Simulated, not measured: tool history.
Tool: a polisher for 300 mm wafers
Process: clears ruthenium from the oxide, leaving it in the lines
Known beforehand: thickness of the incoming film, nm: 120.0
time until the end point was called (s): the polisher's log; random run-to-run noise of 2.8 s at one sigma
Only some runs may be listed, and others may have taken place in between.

run,hour,flow of slurry (ml/min),pressure of the wafer on the pad (psi),speed of the pad under the wafer (m/s),overpolish time after the end point (s),time until the end point was called (s)
1,0,180,1.5,0.94,8,147.64
2,0.6,205,1.5,0.94,8,144.61
3,5.8,205,1.6,0.94,8,138.23
4,11.4,205,1.6,0.94,7,137.1
5,17.9,205,1.4,0.92,7,159.68
6,18.9,180,1.4,0.92,7,160.44
7,24.3,180,1.2,0.92,7,182.58

Run 8 is up next; what results do you expect?
8,26.3,180,1.1,0.92,7,?

{"run 8": {"time until the end point was called (s)": 198.38}}

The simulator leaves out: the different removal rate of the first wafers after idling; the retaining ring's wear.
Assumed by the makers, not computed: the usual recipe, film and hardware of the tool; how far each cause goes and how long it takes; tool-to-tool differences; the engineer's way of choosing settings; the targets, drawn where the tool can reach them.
